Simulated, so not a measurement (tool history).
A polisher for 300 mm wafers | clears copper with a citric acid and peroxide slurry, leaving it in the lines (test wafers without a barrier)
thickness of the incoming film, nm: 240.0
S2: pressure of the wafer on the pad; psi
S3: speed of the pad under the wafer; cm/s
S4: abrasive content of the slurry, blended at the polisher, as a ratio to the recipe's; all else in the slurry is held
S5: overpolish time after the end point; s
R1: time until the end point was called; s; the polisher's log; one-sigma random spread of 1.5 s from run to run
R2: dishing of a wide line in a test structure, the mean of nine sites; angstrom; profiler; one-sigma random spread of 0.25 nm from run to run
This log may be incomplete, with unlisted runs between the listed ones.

Run 1, hour 0: flow of slurry (ml/min) 130, S2 2.7 psi, S3 110 cm/s, S4 1, S5 24 s. Result: R1 121.39 s, R2 306.31 angstrom.
Run 2, hour 4.3: flow of slurry (ml/min) 115, S2 2.7 psi, S3 110 cm/s, S4 1, S5 24 s. Result: R1 124.53 s, R2 310.87 angstrom.
Run 3, hour 6.4: flow of slurry (ml/min) 115, S2 2.7 psi, S3 110 cm/s, S4 1, S5 32 s. Result: R1 124.59 s, R2 403.42 angstrom.
Run 4, hour 9.4: flow of slurry (ml/min) 115, S2 2.7 psi, S3 110 cm/s, S4 1, S5 23 s. Result: R1 124.64 s, R2 303.68 angstrom.
Run 5, hour 17.6: flow of slurry (ml/min) 115, S2 2.4 psi, S3 110 cm/s, S4 1, S5 22 s. Result: R1 137.46 s, R2 258.83 angstrom.
Run 6, hour 23.9: flow of slurry (ml/min) 110, S2 2.2 psi, S3 110 cm/s, S4 1, S5 22 s. Result: R1 151.7 s, R2 237.39 angstrom.

What will run 7 give?
Run 7, hour 25.9: flow of slurry (ml/min) 110, S2 2.1 psi, S3 110 cm/s, S4 1, S5 21 s. Result: R1 ?, R2 ?.

R1: 156.31 s
R2: 219.78 angstrom
